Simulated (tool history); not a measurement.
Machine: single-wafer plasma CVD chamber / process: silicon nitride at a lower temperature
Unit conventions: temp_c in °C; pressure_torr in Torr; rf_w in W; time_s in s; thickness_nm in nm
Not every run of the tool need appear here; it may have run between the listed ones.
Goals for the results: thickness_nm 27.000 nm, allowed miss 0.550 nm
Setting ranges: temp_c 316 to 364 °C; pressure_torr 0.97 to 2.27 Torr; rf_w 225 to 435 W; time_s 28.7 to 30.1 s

{"run": 1, "day": 0.0, "temp_c": 340, "pressure_torr": 1.62, "rf_w": 330, "time_s": 30.1, "thickness_nm": 34.213}
{"run": 2, "day": 0.296, "temp_c": 340, "pressure_torr": 1.62, "rf_w": 330, "time_s": 30.1, "thickness_nm": 34.432}
{"run": 3, "day": 0.388, "temp_c": 340, "pressure_torr": 1.62, "rf_w": 300, "time_s": 30.1, "thickness_nm": 32.275}
{"run": 4, "day": 0.646, "temp_c": 340, "pressure_torr": 1.62, "rf_w": 300, "time_s": 30.1, "thickness_nm": 32.192}
{"run": 5, "day": 0.733, "temp_c": 340, "pressure_torr": 1.49, "rf_w": 290, "time_s": 30.0, "thickness_nm": 30.173}
{"run": 6, "day": 0.875, "temp_c": 340, "pressure_torr": 1.39, "rf_w": 290, "time_s": 30.0, "thickness_nm": 29.664}
{"run": 7, "day": 1.212, "temp_c": 340, "pressure_torr": 1.3, "rf_w": 290, "time_s": 30.0, "thickness_nm": 28.973}
{"run": 8, "day": 1.317, "temp_c": 340, "pressure_torr": 1.23, "rf_w": 290, "time_s": 30.0, "thickness_nm": 28.396}
{"run": 9, "day": 1.467, "temp_c": 340, "pressure_torr": 1.18, "rf_w": 290, "time_s": 30.0, "thickness_nm": 27.755}
{"run": 10, "day": 1.762, "temp_c": 340, "pressure_torr": 1.16, "rf_w": 290, "time_s": 30.0, "thickness_nm": 27.622}

Pick the move, out of 5, that brings all results within their allowed miss; only one does.
{"run": "A", "day": 2.058, "temp_c": 352, "pressure_torr": 1.11, "rf_w": 285, "time_s": 28.7, "thickness_nm": "?"}
{"run": "B", "day": 2.058, "temp_c": 345, "pressure_torr": 1.08, "rf_w": 315, "time_s": 29.7, "thickness_nm": "?"}
{"run": "C", "day": 2.058, "temp_c": 338, "pressure_torr": 1.2, "rf_w": 295, "time_s": 30.1, "thickness_nm": "?"}
{"run": "D", "day": 2.058, "temp_c": 346, "pressure_torr": 1.08, "rf_w": 290, "time_s": 30.1, "thickness_nm": "?"}
{"run": "E", "day": 2.058, "temp_c": 326, "pressure_torr": 1.02, "rf_w": 280, "time_s": 29.8, "thickness_nm": "?"}

move=A thickness_nm=25.452
move=B thickness_nm=28.052
move=C thickness_nm=28.437
move=D thickness_nm=26.788
move=E thickness_nm=25.384
A: pushes the last run's worst result past its target
B: further off than the last run
C: further off than the last run
D: meets every target
E: pushes the last run's worst result past its target
Go with D: it meets all targets.
